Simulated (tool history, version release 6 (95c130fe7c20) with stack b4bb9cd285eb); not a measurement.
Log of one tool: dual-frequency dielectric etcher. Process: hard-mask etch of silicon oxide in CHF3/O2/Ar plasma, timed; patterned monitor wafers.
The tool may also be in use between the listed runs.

run	hour	source power (W)	bias power (W)	etch time (s)	mean etch depth across the wafer (angstrom)
1	0	650	189	19	354.73
2	4.5	680	191	19	360.33
3	10	680	191	19	361.6
4	14	680	191	19.5	371.77
5	14.6	680	191	19	361.28
6	16.8	600	191	19	345.66

The next listed run, before its measurement:
7	21.7	640	194	19	?

mean etch depth across the wafer (angstrom): 356.33
